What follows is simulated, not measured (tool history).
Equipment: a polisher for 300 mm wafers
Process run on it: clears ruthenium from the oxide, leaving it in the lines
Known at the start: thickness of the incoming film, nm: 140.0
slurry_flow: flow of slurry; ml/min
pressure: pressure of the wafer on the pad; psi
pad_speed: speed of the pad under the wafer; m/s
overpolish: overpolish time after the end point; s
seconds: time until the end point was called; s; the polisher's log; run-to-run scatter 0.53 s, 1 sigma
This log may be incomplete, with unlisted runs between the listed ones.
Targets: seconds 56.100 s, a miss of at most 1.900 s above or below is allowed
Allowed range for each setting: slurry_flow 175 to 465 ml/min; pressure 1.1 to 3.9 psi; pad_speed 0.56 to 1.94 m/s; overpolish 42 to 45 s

run	hour	slurry_flow	pressure	pad_speed	overpolish	seconds
1	0.0	295	2.5	1.24	42	87.393
2	7.4	295	2.7	1.24	42	82.064
3	9.5	295	2.7	1.24	42	81.222
4	13.1	295	2.9	1.24	42	74.834
5	17.6	295	3.0	1.24	42	74.495
6	20.2	295	3.1	1.24	42	71.036
7	25.3	295	3.2	1.24	42	69.348
8	33.4	295	3.3	1.24	42	66.567

Consider the 5 candidate settings below. Which is the only one whose results all fall within their allowed miss of target?
A	41.5	275	3.6	1.58	44	?
B	41.5	330	3.3	1.58	42	?
C	41.5	305	3.7	1.46	43	?
D	41.5	395	3.8	1.46	45	?
E	41.5	330	3.5	1.62	45	?

move	seconds
A	52.374
B	56.324
C	53.473
D	51.249
E	52.247
A: moves the result that the last run missed by most past its target, out the other side
B: meets every target
C: moves the result that the last run missed by most past its target, out the other side
D: moves the result that the last run missed by most past its target, out the other side
E: moves the result that the last run missed by most past its target, out the other side
B meets every target.
